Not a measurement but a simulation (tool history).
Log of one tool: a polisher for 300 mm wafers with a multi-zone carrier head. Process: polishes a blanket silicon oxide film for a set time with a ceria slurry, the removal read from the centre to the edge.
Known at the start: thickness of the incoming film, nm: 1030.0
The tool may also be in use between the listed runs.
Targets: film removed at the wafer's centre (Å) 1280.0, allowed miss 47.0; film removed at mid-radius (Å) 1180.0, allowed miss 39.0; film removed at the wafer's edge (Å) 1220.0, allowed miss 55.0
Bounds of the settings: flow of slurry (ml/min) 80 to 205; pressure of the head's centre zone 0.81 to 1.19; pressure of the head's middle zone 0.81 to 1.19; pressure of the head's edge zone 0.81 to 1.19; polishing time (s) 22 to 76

run  hour  flow of slurry (ml/min)  pressure of the head's centre zone  pressure of the head's middle zone  pressure of the head's edge zone  polishing time (s)  film removed at the wafer's centre (Å)  film removed at mid-radius (Å)  film removed at the wafer's edge (Å)
  1   0.0                      135                                1.00                                1.00                              1.00                  49                                  1854.1                          1904.9                                1913.1
  2   7.8                      130                                1.00                                0.98                              0.98                  46                                  1753.4                          1722.0                                1753.9
  3  14.9                      130                                1.00                                1.05                              0.98                  46                                  1727.1                          1853.8                                1753.1
  4  19.0                      130                                1.00                                0.98                              0.98                  46                                  1692.3                          1698.2                                1777.0
  5  26.0                      130                                1.01                                0.98                              0.96                  43                                  1651.0                          1624.3                                1649.5
  6  33.7                      130                                1.01                                0.97                              0.94                  41                                  1538.4                          1534.5                                1517.9
  7  35.0                      125                                1.01                                0.95                              0.92                  40                                  1506.5                          1426.7                                1504.5
  8  36.0                      125                                1.01                                0.95                              0.91                  39                                  1465.0                          1440.6                                1428.9
  9  41.5                      120                                1.01                                0.93                              0.90                  38                                  1435.0                          1340.2                                1382.9
 10  49.4                      115                                1.00                                0.92                              0.89                  38                                  1390.9                          1309.6                                1375.1
 11  56.3                      110                                1.00                                0.92                              0.88                  38                                  1386.5                          1314.6                                1334.3
 12  64.5                      105                                1.00                                0.91                              0.87                  38                                  1349.6                          1279.4                                1357.9
 13  66.4                      105                                1.00                                0.91                              0.86                  37                                  1289.2                          1247.5                                1305.6
 14  73.4                      105                                1.01                                0.91                              0.85                  37                                  1343.3                          1245.4                                1291.6
 15  81.6                      100                                1.01                                0.91                              0.84                  37                                  1318.7                          1235.4                                1270.6

Which of these 4 next moves meets every target?
  A  89.8                      130                                1.11                                1.02                              0.84                  34                                       ?                               ?                                     ?
  B  89.8                       80                                1.04                                0.91                              0.81                  37                                       ?                               ?                                     ?
  C  89.8                      110                                1.06                                1.03                              0.81                  35                                       ?                               ?                                     ?
  D  89.8                       85                                0.98                                0.90                              0.81                  36                                       ?                               ?                                     ?

move  film removed at the wafer's centre (Å)  film removed at mid-radius (Å)  film removed at the wafer's edge (Å)
   A                                  1430.1                          1311.3                                1221.0
   B                                  1269.3                          1150.6                                1206.7
   C                                  1348.6                          1312.8                                1205.7
   D                                  1186.9                          1129.1                                1187.9
A: further off than the last run
B: meets every target
C: further off than the last run
D: takes the result that was furthest off past its target
The right move is B.
